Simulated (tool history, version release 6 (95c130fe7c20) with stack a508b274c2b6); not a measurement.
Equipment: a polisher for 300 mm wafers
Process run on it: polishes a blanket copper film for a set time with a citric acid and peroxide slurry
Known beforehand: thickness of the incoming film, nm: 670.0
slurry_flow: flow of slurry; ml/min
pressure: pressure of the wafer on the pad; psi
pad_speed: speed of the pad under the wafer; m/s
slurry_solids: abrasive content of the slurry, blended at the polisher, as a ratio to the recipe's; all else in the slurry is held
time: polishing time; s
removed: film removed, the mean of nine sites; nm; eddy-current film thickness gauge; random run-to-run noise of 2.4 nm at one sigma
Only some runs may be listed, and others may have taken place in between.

run  hour  slurry_flow  pressure  pad_speed  slurry_solids  time  removed
  1   0.0          275       2.6       0.84            1.0   101   172.69
  2   0.5          320       2.6       0.84            1.0   101   171.20
  3   6.4          320       2.0       0.84            1.0   101   140.69
  4   7.8          270       2.0       0.84            1.0   101   135.40
  5  16.8          270       2.0       0.84            1.1   101   140.73
  6  23.2          270       2.2       0.84            1.1   101   151.65
  7  31.8          270       2.4       0.84            1.1   101   161.97
  8  40.4          270       2.5       0.84            1.1   101   168.12
  9  45.9          270       2.6       0.84            1.1   101   173.42
 10  52.8          270       2.6       0.84            1.1   101   173.88
 11  53.9          270       2.7       0.84            1.1   101   178.30
 12  61.5          275       3.4       0.86            1.1   101   220.93

Predict the results of run 13:
 13  69.3          275       3.5       0.86            1.1   101        ?

Run 13 yielded removed 227.46 nm.

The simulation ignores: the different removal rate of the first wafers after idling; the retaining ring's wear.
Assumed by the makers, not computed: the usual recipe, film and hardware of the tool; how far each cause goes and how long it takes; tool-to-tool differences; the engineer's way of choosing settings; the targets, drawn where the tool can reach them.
